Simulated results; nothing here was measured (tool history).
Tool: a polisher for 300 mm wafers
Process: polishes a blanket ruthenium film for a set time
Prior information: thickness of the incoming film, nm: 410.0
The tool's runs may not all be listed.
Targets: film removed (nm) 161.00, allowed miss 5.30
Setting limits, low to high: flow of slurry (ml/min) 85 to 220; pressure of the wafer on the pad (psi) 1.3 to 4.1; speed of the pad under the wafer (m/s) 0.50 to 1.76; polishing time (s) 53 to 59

run  hour  flow of slurry (ml/min)  pressure of the wafer on the pad (psi)  speed of the pad under the wafer (m/s)  polishing time (s)  film removed (nm)
  1   0.0                      140                                     2.7                                    1.12                  59             116.07
  2   6.4                      140                                     2.7                                    1.12                  53             101.78
  3  13.7                      140                                     2.7                                    1.12                  59             115.80
  4  18.9                      145                                     2.8                                    1.12                  59             118.63
  5  22.4                      145                                     2.8                                    1.22                  59             128.87
  6  27.6                      145                                     2.8                                    1.22                  53             113.92
  7  32.5                      145                                     2.9                                    1.22                  53             118.24
  8  39.7                      145                                     3.0                                    1.22                  53             123.99
  9  46.6                      145                                     3.1                                    1.22                  53             127.40
 10  52.1                      145                                     3.2                                    1.22                  53             128.39

Which of these 4 next moves meets every target?
  A  57.6                      160                                     3.4                                    1.42                  53                  ?
  B  57.6                      140                                     3.8                                    1.18                  53                  ?
  C  57.6                      155                                     3.4                                    1.20                  57                  ?
  D  57.6                      165                                     3.5                                    1.16                  56                  ?

move  film removed (nm)
   A             159.84
   B             149.15
   C             148.73
   D             147.85
A: every result lands within tolerance
B: closer than the last run, but not yet in spec
C: closer than the last run, but not yet in spec
D: closer than the last run, but not yet in spec
Answer: A
